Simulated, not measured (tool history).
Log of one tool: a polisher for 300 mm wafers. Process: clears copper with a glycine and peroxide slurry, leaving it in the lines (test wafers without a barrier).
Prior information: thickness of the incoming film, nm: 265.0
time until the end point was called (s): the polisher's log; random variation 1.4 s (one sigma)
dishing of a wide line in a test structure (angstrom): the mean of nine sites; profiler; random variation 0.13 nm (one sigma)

run	hour	flow of slurry (ml/min)	pressure of the wafer on the pad (psi)	speed of the pad under the wafer (m/s)	overpolish time after the end point (s)	time until the end point was called (s)	dishing of a wide line in a test structure (angstrom)
1	0	175	1.9	0.76	11	103.18	221.54
2	6.6	175	2.3	0.76	11	93.18	240.83
3	10	175	2.3	0.66	11	101.54	225.74
4	11.6	180	2.2	0.66	10	102.34	193.76
5	18	180	2.6	0.66	10	94.575	214.13
6	20.7	180	2.6	0.8	10	85.679	240.93

Run 7 is up next; what results do you expect?
7	25.7	180	2.5	0.78	9	?	?

time until the end point was called (s): 88.255
dishing of a wide line in a test structure (angstrom): 212.55
